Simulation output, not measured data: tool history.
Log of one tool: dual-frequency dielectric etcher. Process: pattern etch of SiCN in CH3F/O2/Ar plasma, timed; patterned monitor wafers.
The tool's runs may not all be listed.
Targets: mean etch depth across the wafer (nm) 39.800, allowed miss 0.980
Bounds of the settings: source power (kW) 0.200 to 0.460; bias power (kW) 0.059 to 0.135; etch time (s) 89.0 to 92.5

run	hour	source power (kW)	bias power (kW)	etch time (s)	mean etch depth across the wafer (nm)
1	0.0	0.330	0.097	89.0	34.060
2	0.8	0.380	0.097	89.0	35.952
3	6.2	0.380	0.106	89.0	37.587
4	9.6	0.380	0.106	89.0	37.547
5	12.4	0.330	0.106	89.0	35.686
6	16.6	0.340	0.107	89.0	36.334
7	19.4	0.340	0.107	89.0	36.435
8	21.1	0.350	0.108	89.0	36.953
# hour 28.1: source power generator calibrated
9	28.1	0.360	0.109	89.0	37.969

Which of these 5 next moves meets every target?
A	35.1	0.360	0.098	92.5	?
B	35.1	0.290	0.108	90.0	?
C	35.1	0.330	0.105	91.5	?
D	35.1	0.390	0.105	92.5	?
E	35.1	0.360	0.107	90.0	?

move	mean etch depth across the wafer (nm)
A	37.141
B	35.466
C	37.086
D	39.721
E	37.991
A: further off than the last run
B: further off than the last run
C: further off than the last run
D: meets every target
E: as far off as the last run
Answer: D
